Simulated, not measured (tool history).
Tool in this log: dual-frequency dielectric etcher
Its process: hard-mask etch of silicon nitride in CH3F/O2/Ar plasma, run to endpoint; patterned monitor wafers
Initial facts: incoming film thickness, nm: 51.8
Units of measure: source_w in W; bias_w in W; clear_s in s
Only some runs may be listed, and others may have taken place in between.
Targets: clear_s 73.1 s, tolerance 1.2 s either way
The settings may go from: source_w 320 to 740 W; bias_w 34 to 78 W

run	day	source_w	bias_w	clear_s
1	0	530	56	67.67
2	0.117	480	56	70.244
3	0.417	470	56	70.359
4	0.654	460	56	71.378
5	1.021	460	46	76.68
6	1.046	470	46	75.357
7	1.275	480	46	75.283
8	1.396	490	46	75.038

Exercise: of the 4 proposed moves below, exactly one satisfies all targets within the stated allowed misses. Which move is it?
A	1.517	510	42	?
B	1.517	410	50	?
C	1.517	550	43	?
D	1.517	450	43	?

move	clear_s
A	75.992
B	77.255
C	73.373
D	78.82
A: misses by more than the last run did
B: misses by more than the last run did
C: each result inside its tolerance
D: misses by more than the last run did
Go with C: it meets all targets.

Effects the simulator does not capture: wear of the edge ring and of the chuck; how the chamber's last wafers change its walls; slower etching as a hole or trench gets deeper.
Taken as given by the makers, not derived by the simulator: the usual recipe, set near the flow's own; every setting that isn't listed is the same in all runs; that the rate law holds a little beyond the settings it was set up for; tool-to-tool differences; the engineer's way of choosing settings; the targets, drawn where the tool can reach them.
